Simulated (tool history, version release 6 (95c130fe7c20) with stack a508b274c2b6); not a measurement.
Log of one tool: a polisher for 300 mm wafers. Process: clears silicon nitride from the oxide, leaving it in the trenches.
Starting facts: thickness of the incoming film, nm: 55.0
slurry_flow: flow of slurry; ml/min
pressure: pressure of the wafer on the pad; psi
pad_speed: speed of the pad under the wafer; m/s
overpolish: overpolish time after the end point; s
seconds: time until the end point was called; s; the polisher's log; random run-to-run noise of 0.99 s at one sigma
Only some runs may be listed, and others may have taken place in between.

run 1 hour=0 | slurry_flow=140 pressure=2.3 pad_speed=0.84 overpolish=8 | seconds=111.92
run 2 hour=1.7 | slurry_flow=140 pressure=2.3 pad_speed=0.84 overpolish=8 | seconds=114.92
run 3 hour=10.1 | slurry_flow=140 pressure=2.3 pad_speed=0.68 overpolish=8 | seconds=137.53
run 4 hour=18.3 | slurry_flow=110 pressure=2.3 pad_speed=0.68 overpolish=8 | seconds=141.58
run 5 hour=22.2 | slurry_flow=110 pressure=2.3 pad_speed=0.68 overpolish=8 | seconds=143.94
run 6 hour=28.5 | slurry_flow=110 pressure=2.3 pad_speed=0.8 overpolish=8 | seconds=126.75
run 7 hour=36.4 | slurry_flow=125 pressure=2.6 pad_speed=0.8 overpolish=8 | seconds=108.79

For run 8, what comes out?
run 8 hour=42.7 | slurry_flow=135 pressure=2.8 pad_speed=0.8 overpolish=8 | seconds=?

seconds: 97.852 s

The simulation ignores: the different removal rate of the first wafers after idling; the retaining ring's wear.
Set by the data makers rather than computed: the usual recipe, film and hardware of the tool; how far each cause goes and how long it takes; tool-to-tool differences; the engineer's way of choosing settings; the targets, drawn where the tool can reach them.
